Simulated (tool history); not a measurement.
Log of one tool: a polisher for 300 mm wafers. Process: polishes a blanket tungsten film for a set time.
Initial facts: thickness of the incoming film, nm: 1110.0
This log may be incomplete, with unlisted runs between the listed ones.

run	day	flow of slurry (ml/min)	pressure of the wafer on the pad (psi)	speed of the pad under the wafer (m/s)	abrasive content of the slurry	polishing time (s)	film removed (angstrom)
1	0.000	170	4.8	1.18	1.0	29	2262.6
2	0.258	195	4.8	1.18	1.0	29	2301.4
3	0.429	155	4.8	1.18	1.0	29	2245.1
4	0.483	155	4.8	1.18	1.0	26	2007.0
5	0.808	155	4.8	1.18	1.0	29	2247.5
6	1.062	155	4.8	1.18	0.8	29	2149.2

Forecast run 7:
7	1.371	150	4.7	1.18	0.8	29	?

{"run 7": {"film removed (angstrom)": 2088.1}}

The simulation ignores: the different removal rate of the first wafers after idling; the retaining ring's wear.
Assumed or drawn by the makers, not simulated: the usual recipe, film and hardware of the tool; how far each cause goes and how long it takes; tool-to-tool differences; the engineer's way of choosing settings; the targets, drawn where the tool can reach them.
